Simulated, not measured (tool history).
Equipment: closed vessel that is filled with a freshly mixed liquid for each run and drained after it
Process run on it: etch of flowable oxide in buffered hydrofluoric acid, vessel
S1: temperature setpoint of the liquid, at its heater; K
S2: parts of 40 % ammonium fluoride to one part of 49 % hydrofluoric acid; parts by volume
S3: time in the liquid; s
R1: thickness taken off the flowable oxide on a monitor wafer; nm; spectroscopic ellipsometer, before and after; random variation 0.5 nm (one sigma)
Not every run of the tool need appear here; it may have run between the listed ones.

{"run": 1, "hour": 0.0, "S1": 295.15, "S2": 17, "S3": 30, "R1": 35.424}
{"run": 2, "hour": 4.9, "S1": 297.65, "S2": 15.5, "S3": 30, "R1": 44.781}
{"run": 3, "hour": 7.2, "S1": 297.65, "S2": 19.5, "S3": 30, "R1": 36.965}
{"run": 4, "hour": 15.3, "S1": 295.65, "S2": 19.5, "S3": 30, "R1": 33.045}
{"hour": 22.0, "done": "hydrofluoric acid flow meter replaced"}
{"run": 5, "hour": 22.0, "S1": 295.65, "S2": 15.5, "S3": 30, "R1": 46.131}
{"run": 6, "hour": 22.9, "S1": 292.15, "S2": 15.5, "S3": 30, "R1": 37.707}
{"run": 7, "hour": 24.7, "S1": 296.15, "S2": 14, "S3": 30, "R1": 51.594}
{"run": 8, "hour": 27.1, "S1": 300.15, "S2": 13.5, "S3": 30, "R1": 66.689}
{"run": 9, "hour": 32.7, "S1": 300.65, "S2": 13.5, "S3": 30, "R1": 68.42}
{"run": 10, "hour": 40.6, "S1": 301.15, "S2": 13.5, "S3": 30, "R1": 71.04}

Forecast run 11:
{"run": 11, "hour": 41.9, "S1": 301.65, "S2": 13.5, "S3": 30, "R1": "?"}

{"run 11": {"R1": 71.944}}
